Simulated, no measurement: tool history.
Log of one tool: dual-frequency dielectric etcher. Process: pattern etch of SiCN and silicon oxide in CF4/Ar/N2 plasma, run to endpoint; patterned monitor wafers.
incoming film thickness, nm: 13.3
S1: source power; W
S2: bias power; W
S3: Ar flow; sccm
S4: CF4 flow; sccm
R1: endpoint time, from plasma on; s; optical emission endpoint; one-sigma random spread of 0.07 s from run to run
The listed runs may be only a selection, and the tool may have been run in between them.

Run 1, hour 0.0: S1 420 W, S2 84 W, S3 111 sccm, S4 78 sccm. Result: R1 15.419 s.
Run 2, hour 5.1: S1 440 W, S2 84 W, S3 111 sccm, S4 78 sccm. Result: R1 14.845 s.
Run 3, hour 8.2: S1 470 W, S2 84 W, S3 111 sccm, S4 78 sccm. Result: R1 13.861 s.
Run 4, hour 17.1: S1 470 W, S2 84 W, S3 101 sccm, S4 78 sccm. Result: R1 13.638 s.
Run 5, hour 25.2: S1 470 W, S2 84 W, S3 110 sccm, S4 78 sccm. Result: R1 13.808 s.
Run 6, hour 27.3: S1 470 W, S2 84 W, S3 110 sccm, S4 90 sccm. Result: R1 13.378 s.
Run 7, hour 30.4: S1 480 W, S2 84 W, S3 110 sccm, S4 90 sccm. Result: R1 13.251 s.

The next listed run, before its measurement:
Run 8, hour 39.0: S1 490 W, S2 84 W, S3 110 sccm, S4 90 sccm. Result: R1 ?.

{"run 8": {"R1": 13.037}}
